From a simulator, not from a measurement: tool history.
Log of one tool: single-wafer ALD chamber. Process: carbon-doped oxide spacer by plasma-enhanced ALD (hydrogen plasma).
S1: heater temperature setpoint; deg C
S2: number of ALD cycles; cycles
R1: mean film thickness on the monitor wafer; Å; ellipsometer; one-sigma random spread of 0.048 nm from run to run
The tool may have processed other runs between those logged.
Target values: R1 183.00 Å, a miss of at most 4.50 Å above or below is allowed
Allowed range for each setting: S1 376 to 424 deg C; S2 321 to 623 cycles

Run 1, hour 0.0: S1 400 deg C, S2 472 cycles. Result: R1 229.07 Å.
Run 2, hour 5.1: S1 390 deg C, S2 472 cycles. Result: R1 229.28 Å.
Run 3, hour 9.0: S1 390 deg C, S2 459 cycles. Result: R1 223.13 Å.
Run 4, hour 18.4: S1 390 deg C, S2 448 cycles. Result: R1 216.46 Å.
Run 5, hour 24.5: S1 395 deg C, S2 448 cycles. Result: R1 217.51 Å.
Run 6, hour 30.8: S1 395 deg C, S2 438 cycles. Result: R1 213.04 Å.
Run 7, hour 35.1: S1 395 deg C, S2 429 cycles. Result: R1 207.77 Å.
Run 8, hour 38.6: S1 395 deg C, S2 422 cycles. Result: R1 205.27 Å.
Run 9, hour 44.4: S1 395 deg C, S2 416 cycles. Result: R1 201.82 Å.
Run 10, hour 47.7: S1 395 deg C, S2 411 cycles. Result: R1 198.61 Å.
Run 11, hour 55.1: S1 395 deg C, S2 407 cycles. Result: R1 196.84 Å.
Run 12, hour 63.5: S1 395 deg C, S2 403 cycles. Result: R1 194.91 Å.
Run 13, hour 72.8: S1 395 deg C, S2 400 cycles. Result: R1 193.17 Å.

4 next moves are on the table. One of them brings every result within its allowed miss. Which?
Run A, hour 82.1: S1 397 deg C, S2 352 cycles. Result: R1 ?.
Run B, hour 82.1: S1 391 deg C, S2 360 cycles. Result: R1 ?.
Run C, hour 82.1: S1 396 deg C, S2 378 cycles. Result: R1 ?.
Run D, hour 82.1: S1 398 deg C, S2 355 cycles. Result: R1 ?.

move      R1
   A  171.10
   B  174.99
   C  183.74
   D  172.56
A: takes the result that was furthest off past its target
B: takes the result that was furthest off past its target
C: hits every target within its allowed miss
D: takes the result that was furthest off past its target
The move that meets every target is C.

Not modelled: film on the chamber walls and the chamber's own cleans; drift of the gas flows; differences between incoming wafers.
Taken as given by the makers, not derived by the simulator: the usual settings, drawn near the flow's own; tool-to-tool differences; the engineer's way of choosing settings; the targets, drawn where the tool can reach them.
